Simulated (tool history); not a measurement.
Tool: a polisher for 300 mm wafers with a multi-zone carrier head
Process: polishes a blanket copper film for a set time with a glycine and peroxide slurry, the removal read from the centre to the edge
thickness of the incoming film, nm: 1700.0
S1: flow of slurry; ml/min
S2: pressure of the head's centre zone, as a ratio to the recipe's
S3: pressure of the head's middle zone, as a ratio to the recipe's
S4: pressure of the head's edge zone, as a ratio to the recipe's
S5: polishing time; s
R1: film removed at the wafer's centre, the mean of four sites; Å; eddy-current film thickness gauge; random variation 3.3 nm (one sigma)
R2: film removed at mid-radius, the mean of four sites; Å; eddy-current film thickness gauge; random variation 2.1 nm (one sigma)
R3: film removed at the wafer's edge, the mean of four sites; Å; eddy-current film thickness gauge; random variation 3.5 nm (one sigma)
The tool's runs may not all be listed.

{"run": 1, "hour": 0.0, "S1": 285, "S2": 1.0, "S3": 1.0, "S4": 1.0, "S5": 79, "R1": 3324.1, "R2": 3493.7, "R3": 3517.5}
{"run": 2, "hour": 2.1, "S1": 290, "S2": 1.01, "S3": 1.01, "S4": 0.97, "S5": 76, "R1": 3139.3, "R2": 3346.3, "R3": 3269.7}
{"run": 3, "hour": 4.2, "S1": 290, "S2": 1.01, "S3": 1.01, "S4": 1.04, "S5": 76, "R1": 3206.2, "R2": 3394.1, "R3": 3440.8}
{"run": 4, "hour": 10.9, "S1": 290, "S2": 0.98, "S3": 1.01, "S4": 1.04, "S5": 76, "R1": 3066.5, "R2": 3402.1, "R3": 3435.1}
{"run": 5, "hour": 11.6, "S1": 290, "S2": 0.98, "S3": 1.01, "S4": 1.04, "S5": 95, "R1": 3847.4, "R2": 4215.0, "R3": 4313.4}
{"run": 6, "hour": 18.6, "S1": 290, "S2": 0.98, "S3": 1.01, "S4": 1.04, "S5": 108, "R1": 4369.1, "R2": 4807.3, "R3": 4913.3}
{"run": 7, "hour": 22.5, "S1": 325, "S2": 1.08, "S3": 1.1, "S4": 0.94, "S5": 86, "R1": 3912.9, "R2": 4210.0, "R3": 3789.9}
{"run": 8, "hour": 29.5, "S1": 325, "S2": 1.08, "S3": 1.1, "S4": 0.92, "S5": 82, "R1": 3752.3, "R2": 3997.3, "R3": 3554.2}
{"run": 9, "hour": 31.8, "S1": 325, "S2": 1.08, "S3": 1.1, "S4": 0.9, "S5": 79, "R1": 3666.7, "R2": 3840.2, "R3": 3372.2}
{"run": 10, "hour": 37.2, "S1": 320, "S2": 1.03, "S3": 1.08, "S4": 0.81, "S5": 59, "R1": 2544.8, "R2": 2773.9, "R3": 2486.7}
{"run": 11, "hour": 44.2, "S1": 325, "S2": 1.04, "S3": 1.09, "S4": 0.82, "S5": 59, "R1": 2557.0, "R2": 2833.6, "R3": 2516.7}
{"run": 12, "hour": 49.0, "S1": 325, "S2": 1.04, "S3": 1.09, "S4": 0.82, "S5": 59, "R1": 2578.4, "R2": 2810.6, "R3": 2445.7}
{"run": 13, "hour": 57.3, "S1": 325, "S2": 1.05, "S3": 1.09, "S4": 0.83, "S5": 59, "R1": 2575.7, "R2": 2827.8, "R3": 2480.3}
{"run": 14, "hour": 60.9, "S1": 330, "S2": 1.06, "S3": 1.09, "S4": 0.84, "S5": 59, "R1": 2639.1, "R2": 2840.9, "R3": 2468.8}

Run 15 comes next. What will it give?
{"run": 15, "hour": 66.5, "S1": 330, "S2": 1.07, "S3": 1.09, "S4": 0.85, "S5": 60, "R1": "?", "R2": "?", "R3": "?"}

R1: 2719.2 Å
R2: 2860.9 Å
R3: 2497.4 Å

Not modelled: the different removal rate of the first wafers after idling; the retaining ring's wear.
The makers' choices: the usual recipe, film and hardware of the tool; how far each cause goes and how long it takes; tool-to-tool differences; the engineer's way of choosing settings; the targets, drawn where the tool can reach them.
